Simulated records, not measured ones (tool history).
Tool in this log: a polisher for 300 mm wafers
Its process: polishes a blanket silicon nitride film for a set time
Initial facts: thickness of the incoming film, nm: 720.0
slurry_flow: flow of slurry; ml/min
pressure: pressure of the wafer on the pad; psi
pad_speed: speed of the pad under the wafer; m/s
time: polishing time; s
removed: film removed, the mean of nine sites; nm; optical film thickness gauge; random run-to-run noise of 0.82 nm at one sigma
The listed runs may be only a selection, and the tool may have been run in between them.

run	hour	slurry_flow	pressure	pad_speed	time	removed
1	0.0	160	4.7	1.40	37	111.77
2	1.0	155	4.7	1.40	37	111.43
3	4.8	155	4.7	1.56	37	121.10
4	10.7	145	4.5	1.56	37	114.53
5	13.1	145	4.5	1.56	37	115.33
6	20.0	140	4.4	1.56	37	112.08
7	25.5	135	4.4	1.56	37	110.85

Expected results for the next run?
8	32.3	130	4.4	1.56	37	?

{"run 8": {"removed": 110.98}}

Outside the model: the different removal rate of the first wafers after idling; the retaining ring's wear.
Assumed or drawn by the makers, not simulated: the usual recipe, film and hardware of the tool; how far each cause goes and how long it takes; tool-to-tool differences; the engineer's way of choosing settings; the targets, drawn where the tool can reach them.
